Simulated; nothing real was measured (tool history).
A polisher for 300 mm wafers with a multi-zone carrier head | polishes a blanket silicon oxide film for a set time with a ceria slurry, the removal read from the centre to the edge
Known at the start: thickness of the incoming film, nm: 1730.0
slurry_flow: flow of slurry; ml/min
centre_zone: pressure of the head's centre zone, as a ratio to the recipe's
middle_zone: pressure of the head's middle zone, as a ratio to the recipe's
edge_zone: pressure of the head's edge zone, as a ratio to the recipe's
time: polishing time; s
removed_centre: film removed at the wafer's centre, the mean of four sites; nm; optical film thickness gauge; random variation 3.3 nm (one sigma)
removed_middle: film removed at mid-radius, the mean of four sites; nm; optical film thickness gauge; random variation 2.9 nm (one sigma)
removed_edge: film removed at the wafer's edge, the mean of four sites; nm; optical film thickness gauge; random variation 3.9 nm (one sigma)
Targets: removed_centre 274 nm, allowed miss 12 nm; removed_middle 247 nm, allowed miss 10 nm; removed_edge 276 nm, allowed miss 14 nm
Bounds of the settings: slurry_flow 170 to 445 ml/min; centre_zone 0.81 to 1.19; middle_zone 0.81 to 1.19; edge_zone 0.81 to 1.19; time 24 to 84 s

run    day  slurry_flow  centre_zone  middle_zone  edge_zone  time  removed_centre  removed_middle  removed_edge
  1      0          285            1            1          1    54          401.64          388.66        389.94
  2  0.058          280         0.99         0.97       0.99    50          359.09          355.07        360.47
  3  0.412          280            1         0.94       0.99    47          339.39          320.21         335.3
  4  0.504          280            1         0.92       0.98    45          332.17          302.67        316.18
  5  0.667          280            1         0.92       0.98    33          235.15          218.61        239.59
  6  0.767          280         1.01         0.93          1    34          248.14          230.79        249.24
  7  0.842          280         1.02         0.93       1.02    34          249.96          230.78        247.47
  8  0.983          280         1.01         0.92       1.03    35          256.06          239.05        259.34
  9  1.025          280         1.01         0.91       1.05    35          258.04          236.59        259.56
 10  1.379          280         1.01         0.91       1.06    35          260.15          234.46        267.61
 11  1.575          280         1.02         0.92       1.07    35          263.22          236.78        260.67
 12  1.908          280         1.02         0.92       1.08    35          261.01          232.06        267.71

5 next moves are on the table. One of them brings every result within its allowed miss. Which?
  A  2.242          300         0.95         0.94       1.02    34               ?               ?             ?
  B  2.242          275         0.95         0.95       0.98    36               ?               ?             ?
  C  2.242          355         0.97         1.05       1.07    33               ?               ?             ?
  D  2.242          330         1.06         0.96       1.16    35               ?               ?             ?
  E  2.242          280         0.94         0.91       1.13    36               ?               ?             ?

move  removed_centre  removed_middle  removed_edge
   A          238.13          230.43        257.29
   B          249.47          243.79        265.21
   C          240.47           249.5         258.5
   D          276.69          243.55        284.56
   E          247.33          235.65        285.19
A: further off than the last run
B: brings the result that was furthest off to its target, and leaves another outside
C: brings the result that was furthest off to its target, and leaves another outside
D: meets every target
E: further off than the last run
The right move is D.

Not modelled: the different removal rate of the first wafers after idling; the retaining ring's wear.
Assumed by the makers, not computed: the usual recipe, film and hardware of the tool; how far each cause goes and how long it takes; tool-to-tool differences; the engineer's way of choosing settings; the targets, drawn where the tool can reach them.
